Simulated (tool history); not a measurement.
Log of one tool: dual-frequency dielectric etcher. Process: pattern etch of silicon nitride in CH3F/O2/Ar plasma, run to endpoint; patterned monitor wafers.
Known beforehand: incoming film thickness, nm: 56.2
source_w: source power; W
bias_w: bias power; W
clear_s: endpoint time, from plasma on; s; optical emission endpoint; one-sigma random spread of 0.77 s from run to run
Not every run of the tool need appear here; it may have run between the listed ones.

run	hour	source_w	bias_w	clear_s
1	0	420	61	79.133
2	3.8	370	61	82.418
3	10.8	340	58	85.689
4	11.7	340	62	84.997
5	14.5	390	62	79.665
6	22	390	70	77.557
7	27	350	65	83.325
8	36	320	63	85.097

Run 9 is up next; what results do you expect?
9	36.6	300	59	?

Logged for run 9: clear_s 90.784 s.
